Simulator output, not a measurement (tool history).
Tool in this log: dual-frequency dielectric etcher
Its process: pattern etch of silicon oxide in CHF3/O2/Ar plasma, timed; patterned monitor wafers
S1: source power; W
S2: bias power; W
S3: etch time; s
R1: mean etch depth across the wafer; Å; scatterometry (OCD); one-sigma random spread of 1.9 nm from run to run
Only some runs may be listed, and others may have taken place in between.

run 1 hour=0 | S1=500 S2=146 S3=307 | R1=4724.2
run 2 hour=8.2 | S1=500 S2=146 S3=307 | R1=4730.9
run 3 hour=12.4 | S1=420 S2=146 S3=307 | R1=4385.8
run 4 hour=19.3 | S1=500 S2=153 S3=307 | R1=4816.1
run 5 hour=25.8 | S1=430 S2=153 S3=307 | R1=4456
run 6 hour=26.8 | S1=480 S2=153 S3=307 | R1=4722.2
run 7 hour=30.6 | S1=580 S2=165 S3=307 | R1=5236.7

What does the tool deliver on the next run?
run 8 hour=35.6 | S1=610 S2=167 S3=307 | R1=?

Logged for run 8: R1 5417.6 Å.
